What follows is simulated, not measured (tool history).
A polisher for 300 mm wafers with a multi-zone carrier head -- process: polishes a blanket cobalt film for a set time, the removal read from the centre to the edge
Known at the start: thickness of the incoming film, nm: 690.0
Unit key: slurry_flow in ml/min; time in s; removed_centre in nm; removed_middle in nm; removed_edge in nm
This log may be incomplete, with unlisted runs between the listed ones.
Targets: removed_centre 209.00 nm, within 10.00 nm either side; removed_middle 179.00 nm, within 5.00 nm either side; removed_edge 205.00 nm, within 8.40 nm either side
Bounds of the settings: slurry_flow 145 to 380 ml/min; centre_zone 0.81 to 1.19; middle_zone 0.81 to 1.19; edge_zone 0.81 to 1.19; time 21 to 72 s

run  hour  slurry_flow  centre_zone  middle_zone  edge_zone  time  removed_centre  removed_middle  removed_edge
  1   0.0          245         1.00         1.00       1.00    46          239.46          235.57        236.40
  2   8.7          240         1.00         0.96       0.99    45          235.78          222.72        236.57
  3  17.0          240         1.00         0.94       0.98    43          221.95          209.40        225.61
  4  22.8          240         0.95         0.94       0.98    43          210.82          207.63        223.18
  5  31.7          240         0.95         0.90       0.98    43          207.14          201.87        223.68
  6  40.5          240         0.97         0.88       0.96    42          210.53          195.22        216.37
  7  42.2          240         0.97         0.88       0.96    42          216.60          193.31        213.87
  8  42.8          235         0.97         0.87       0.96    42          206.05          192.84        214.56
  9  44.4          235         0.98         0.86       0.96    42          215.53          190.77        214.66
 10  49.1          230         0.98         0.85       0.95    42          211.83          189.26        219.31
 11  56.5          235         0.98         0.84       0.95    42          214.02          187.78        212.46

Of the 5 settings listed for the next run, only one would bring every result within its allowed miss of target. Which one?
  A  63.9          240         0.96         0.92       0.84    40               ?               ?             ?
  B  63.9          295         0.94         0.86       0.97    42               ?               ?             ?
  C  63.9          260         1.03         0.91       0.89    40               ?               ?             ?
  D  63.9          195         1.03         0.93       1.01    41               ?               ?             ?
  E  63.9          295         1.02         0.86       1.03    38               ?               ?             ?

move  removed_centre  removed_middle  removed_edge
   A          198.78          192.82        189.35
   B          208.85          197.30        215.80
   C          215.31          192.86        195.57
   D          213.12          194.39        207.74
   E          205.17          178.42        200.99
A: its largest miss is bigger than the last run's
B: its largest miss is bigger than the last run's
C: its largest miss is bigger than the last run's
D: its largest miss is bigger than the last run's
E: every result within its allowed miss
E meets every target.

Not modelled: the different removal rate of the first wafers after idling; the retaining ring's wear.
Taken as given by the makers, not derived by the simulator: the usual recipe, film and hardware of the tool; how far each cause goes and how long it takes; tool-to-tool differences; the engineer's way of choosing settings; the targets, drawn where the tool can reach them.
